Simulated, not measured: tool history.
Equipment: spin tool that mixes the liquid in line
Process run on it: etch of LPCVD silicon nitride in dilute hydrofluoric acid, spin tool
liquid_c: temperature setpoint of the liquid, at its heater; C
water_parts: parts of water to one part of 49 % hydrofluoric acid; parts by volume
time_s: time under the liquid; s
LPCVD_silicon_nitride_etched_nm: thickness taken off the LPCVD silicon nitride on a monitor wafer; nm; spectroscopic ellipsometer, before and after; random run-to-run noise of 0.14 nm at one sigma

run  hour  liquid_c  water_parts  time_s  LPCVD_silicon_nitride_etched_nm
  1   0.0      22.0           60     320                           1.8350
  2   5.1      24.5           60     320                           2.0918
  3   9.7      25.0           55     320                           2.3842
  4  11.9      28.0           55     320                           3.0941
  5  20.8      28.0           65     320                           2.6548
  6  25.7      28.0           60     320                           2.8531
  7  29.9      28.0           55     320                           3.1619

For run 8, what comes out?
  8  37.3      29.0           45     325                                ?

LPCVD_silicon_nitride_etched_nm: 3.9753 nm
